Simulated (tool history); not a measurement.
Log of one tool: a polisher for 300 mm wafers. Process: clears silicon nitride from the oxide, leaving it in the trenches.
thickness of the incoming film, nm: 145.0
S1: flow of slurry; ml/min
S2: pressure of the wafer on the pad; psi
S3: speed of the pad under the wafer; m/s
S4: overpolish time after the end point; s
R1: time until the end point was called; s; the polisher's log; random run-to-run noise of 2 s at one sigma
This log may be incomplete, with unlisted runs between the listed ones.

run,day,S1,S2,S3,S4,R1
1,0.000,135,2.3,1.26,15,183.11
2,0.029,135,2.5,1.26,15,167.17
3,0.333,135,2.6,1.26,15,163.29
4,0.642,135,2.6,0.98,15,197.50
# day 1.000: worn pad replaced by a new one
5,1.000,135,2.6,1.10,15,163.97
6,1.179,135,2.7,1.10,15,159.95

Run 7 has not been measured yet. What should we expect?
7,1.283,135,2.8,1.10,15,?

{"run 7": {"R1": 152.1}}

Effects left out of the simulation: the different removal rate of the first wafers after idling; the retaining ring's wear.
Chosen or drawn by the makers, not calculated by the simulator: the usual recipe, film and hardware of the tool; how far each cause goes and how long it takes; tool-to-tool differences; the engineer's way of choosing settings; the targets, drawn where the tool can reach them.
